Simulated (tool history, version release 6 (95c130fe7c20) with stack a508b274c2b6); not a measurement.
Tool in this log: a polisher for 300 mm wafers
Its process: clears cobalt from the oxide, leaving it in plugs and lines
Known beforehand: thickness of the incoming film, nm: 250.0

run,hour,flow of slurry (ml/min),pressure of the wafer on the pad (psi),speed of the pad under the wafer (m/s),overpolish time after the end point (s),time until the end point was called (s),dishing of a wide line in a test structure (Å)
1,0.0,310,1.7,0.76,11,80.998,290.36
2,0.9,280,1.7,0.76,11,81.910,302.13
3,3.0,275,1.6,0.76,12,86.455,297.98
4,6.3,275,1.6,0.76,15,85.228,352.23
5,12.0,275,1.5,0.76,15,86.962,337.46
6,16.6,270,1.4,0.76,16,92.591,348.26
7,19.4,270,1.3,0.76,16,95.212,337.80
8,22.2,270,1.3,0.76,16,96.013,341.23
9,31.1,270,1.3,0.76,16,96.779,327.77
10,37.1,270,1.3,0.76,16,96.430,323.70

For run 11, what comes out?
11,44.1,270,1.2,0.76,16,?,?

time until the end point was called (s): 101.100
dishing of a wide line in a test structure (Å): 334.73
